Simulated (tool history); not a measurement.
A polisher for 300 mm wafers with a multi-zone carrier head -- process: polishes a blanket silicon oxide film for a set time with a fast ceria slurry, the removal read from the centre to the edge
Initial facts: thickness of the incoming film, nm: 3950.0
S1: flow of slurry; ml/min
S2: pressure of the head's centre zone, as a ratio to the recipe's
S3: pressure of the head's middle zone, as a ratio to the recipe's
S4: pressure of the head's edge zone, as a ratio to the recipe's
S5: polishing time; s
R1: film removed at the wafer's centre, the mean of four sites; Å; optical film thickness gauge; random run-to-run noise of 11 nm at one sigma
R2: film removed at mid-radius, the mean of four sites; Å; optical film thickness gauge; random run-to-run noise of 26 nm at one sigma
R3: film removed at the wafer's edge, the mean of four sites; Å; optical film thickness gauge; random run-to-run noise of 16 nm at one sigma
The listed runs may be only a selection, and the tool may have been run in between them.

run 1 hour=0 | S1=270 S2=1 S3=1 S4=1 S5=74 | R1=15343 R2=14489 R3=14575
run 2 hour=3.4 | S1=280 S2=1 S3=1.02 S4=1.05 S5=77 | R1=15992 R2=15413 R3=15462
run 3 hour=5.7 | S1=280 S2=1 S3=0.97 S4=1.05 S5=77 | R1=16087 R2=14947 R3=15499
run 4 hour=11.7 | S1=280 S2=0.97 S3=0.97 S4=1.05 S5=77 | R1=15381 R2=14915 R3=15347
run 5 hour=20 | S1=280 S2=0.97 S3=0.97 S4=1.1 S5=77 | R1=15601 R2=15244 R3=15826
run 6 hour=23.2 | S1=285 S2=0.98 S3=0.99 S4=1.12 S5=79 | R1=16137 R2=15289 R3=16380
run 7 hour=28.9 | S1=290 S2=0.98 S3=1.03 S4=1.12 S5=81 | R1=16696 R2=16327 R3=16739

Expected results for the next run?
run 8 hour=33.3 | S1=295 S2=0.98 S3=1.04 S4=1.14 S5=82 | R1=? R2=? R3=?

Run 8 gave R1 16965 Å, R2 16449 Å, R3 17163 Å.

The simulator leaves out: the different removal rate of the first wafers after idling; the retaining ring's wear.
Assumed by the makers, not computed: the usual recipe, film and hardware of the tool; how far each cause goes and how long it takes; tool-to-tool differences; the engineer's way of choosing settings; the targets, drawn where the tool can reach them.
